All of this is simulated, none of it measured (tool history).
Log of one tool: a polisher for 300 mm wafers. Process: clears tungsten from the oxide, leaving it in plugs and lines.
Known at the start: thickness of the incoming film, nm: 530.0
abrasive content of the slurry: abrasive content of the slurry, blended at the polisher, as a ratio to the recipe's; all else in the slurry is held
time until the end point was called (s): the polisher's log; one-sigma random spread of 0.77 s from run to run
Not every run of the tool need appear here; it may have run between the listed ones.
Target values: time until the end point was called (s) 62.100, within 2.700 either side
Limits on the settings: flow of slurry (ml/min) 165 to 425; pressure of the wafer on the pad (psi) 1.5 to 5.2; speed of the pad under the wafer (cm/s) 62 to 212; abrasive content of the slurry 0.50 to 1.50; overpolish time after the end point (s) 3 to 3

run	hour	flow of slurry (ml/min)	pressure of the wafer on the pad (psi)	speed of the pad under the wafer (cm/s)	abrasive content of the slurry	overpolish time after the end point (s)	time until the end point was called (s)
1	0.0	275	3.3	136	1.00	3	119.460
2	3.9	275	3.7	138	1.00	3	106.790
3	5.9	275	3.7	108	1.00	3	138.300
4	7.9	275	4.0	118	1.00	3	117.300
5	12.3	275	4.2	126	1.00	3	108.300
6	14.5	275	4.4	136	1.00	3	95.041
7	18.1	275	4.6	142	1.00	3	87.081
8	24.0	275	4.6	142	1.00	3	87.680
9	29.5	275	4.7	148	1.00	3	81.214
10	31.1	275	4.8	152	1.00	3	77.257
11	39.5	275	4.9	156	1.00	3	75.256
12	45.5	275	5.0	160	1.00	3	71.597
13	47.1	275	5.0	162	1.00	3	70.221
14	49.9	275	5.0	164	1.00	3	70.914
15	52.7	275	5.0	166	1.00	3	70.451
16	53.9	275	5.0	166	1.00	3	70.246

Next run, 5 choices. One meets every target within its allowed miss, the rest don't. Which?
A	55.1	305	4.8	158	1.10	3	?
B	55.1	330	5.2	140	1.05	3	?
C	55.1	315	4.7	142	0.90	3	?
D	55.1	275	4.5	202	1.05	3	?
E	55.1	205	4.5	164	0.80	3	?

move	time until the end point was called (s)
A	73.517
B	77.653
C	87.014
D	62.296
E	83.835
A: the biggest miss grows against the last run
B: the biggest miss grows against the last run
C: the biggest miss grows against the last run
D: every result lands within tolerance
E: the biggest miss grows against the last run
So the answer is move D, the one that meets all the targets.

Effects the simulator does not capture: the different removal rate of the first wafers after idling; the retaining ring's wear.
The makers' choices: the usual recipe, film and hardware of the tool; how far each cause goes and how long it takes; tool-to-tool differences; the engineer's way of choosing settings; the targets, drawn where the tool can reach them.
